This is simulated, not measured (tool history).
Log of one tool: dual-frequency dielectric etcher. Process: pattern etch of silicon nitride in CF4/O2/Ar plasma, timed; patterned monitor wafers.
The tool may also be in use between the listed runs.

run    day  source power (kW)  bias power (kW)  Ar flow (sccm)  CF4 flow (sccm)  etch time (s)  mean etch depth across the wafer (Å)
  1  0.000              0.470            0.035             106               80          168.5                                2462.5
  2  0.229              0.470            0.035             106               80          168.5                                2463.2
  3  0.425              0.470            0.029             106               80          168.5                                2353.1
  4  0.708              0.470            0.029              93               80          168.5                                2388.6
  5  0.933              0.510            0.029              93               80          168.5                                2605.9
  6  1.062              0.510            0.029              93               80          168.5                                2628.1
  7  1.142              0.530            0.029              93               80          168.5                                2703.3

Forecast run 8:
  8  1.217              0.550            0.029              93               80          168.5                                     ?

Run 8 gave mean etch depth across the wafer (Å) 2818.3.

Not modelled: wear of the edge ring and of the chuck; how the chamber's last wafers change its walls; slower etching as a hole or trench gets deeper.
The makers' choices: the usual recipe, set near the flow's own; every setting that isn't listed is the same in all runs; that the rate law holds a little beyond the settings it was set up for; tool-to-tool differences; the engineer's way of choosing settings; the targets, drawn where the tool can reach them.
